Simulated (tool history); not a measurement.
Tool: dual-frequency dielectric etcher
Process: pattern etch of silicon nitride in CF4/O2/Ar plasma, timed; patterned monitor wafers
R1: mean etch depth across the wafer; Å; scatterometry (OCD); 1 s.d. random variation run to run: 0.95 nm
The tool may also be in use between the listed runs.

run 1 hour=0 | source_power_(kW)=0.68 bias_power_(kW)=0.062 Ar_flow_(sccm)=108 CF4_flow_(sccm)=83 etch_time_(s)=84.5 | R1=2054.4
run 2 hour=4.3 | source_power_(kW)=0.68 bias_power_(kW)=0.062 Ar_flow_(sccm)=108 CF4_flow_(sccm)=83 etch_time_(s)=84.5 | R1=2053
run 3 hour=8 | source_power_(kW)=0.68 bias_power_(kW)=0.058 Ar_flow_(sccm)=108 CF4_flow_(sccm)=83 etch_time_(s)=84.5 | R1=2007.9
run 4 hour=16.6 | source_power_(kW)=0.7 bias_power_(kW)=0.058 Ar_flow_(sccm)=108 CF4_flow_(sccm)=83 etch_time_(s)=84.5 | R1=2066.7
run 5 hour=19.2 | source_power_(kW)=0.7 bias_power_(kW)=0.058 Ar_flow_(sccm)=108 CF4_flow_(sccm)=76 etch_time_(s)=84.5 | R1=2064.7
-- hour=23.4 CF4 flow controller replaced
run 6 hour=23.4 | source_power_(kW)=0.7 bias_power_(kW)=0.058 Ar_flow_(sccm)=118 CF4_flow_(sccm)=76 etch_time_(s)=84.5 | R1=2030.9

Expected results for the next run?
run 7 hour=32.1 | source_power_(kW)=0.72 bias_power_(kW)=0.058 Ar_flow_(sccm)=118 CF4_flow_(sccm)=76 etch_time_(s)=84.5 | R1=?

{"run 7": {"R1": 2076.1}}
